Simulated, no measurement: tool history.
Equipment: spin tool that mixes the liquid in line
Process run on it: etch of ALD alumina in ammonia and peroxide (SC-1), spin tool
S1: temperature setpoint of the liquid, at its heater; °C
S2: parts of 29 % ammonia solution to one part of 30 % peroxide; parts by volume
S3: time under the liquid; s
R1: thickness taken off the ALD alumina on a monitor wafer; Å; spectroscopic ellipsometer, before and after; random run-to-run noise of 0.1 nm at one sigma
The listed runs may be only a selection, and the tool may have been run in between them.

| run | hour | S1 | S2 | S3 | R1 |
|---|---|---|---|---|---|
| 1 | 0.0 | 49 | 0.4 | 315 | 157.69 |
| 2 | 4.4 | 51 | 0.4 | 315 | 176.28 |
| 3 | 11.6 | 51 | 0.4 | 315 | 177.31 |
| 4 | 15.2 | 51 | 0.4 | 315 | 176.35 |
| 5 | 18.7 | 51 | 0.4 | 340 | 190.72 |
| 6 | 27.2 | 51 | 0.4 | 340 | 191.92 |

Run 7 has not been measured yet. What should we expect?
| 7 | 33.5 | 52 | 0.4 | 340 | ? |

R1: 201.33 Å

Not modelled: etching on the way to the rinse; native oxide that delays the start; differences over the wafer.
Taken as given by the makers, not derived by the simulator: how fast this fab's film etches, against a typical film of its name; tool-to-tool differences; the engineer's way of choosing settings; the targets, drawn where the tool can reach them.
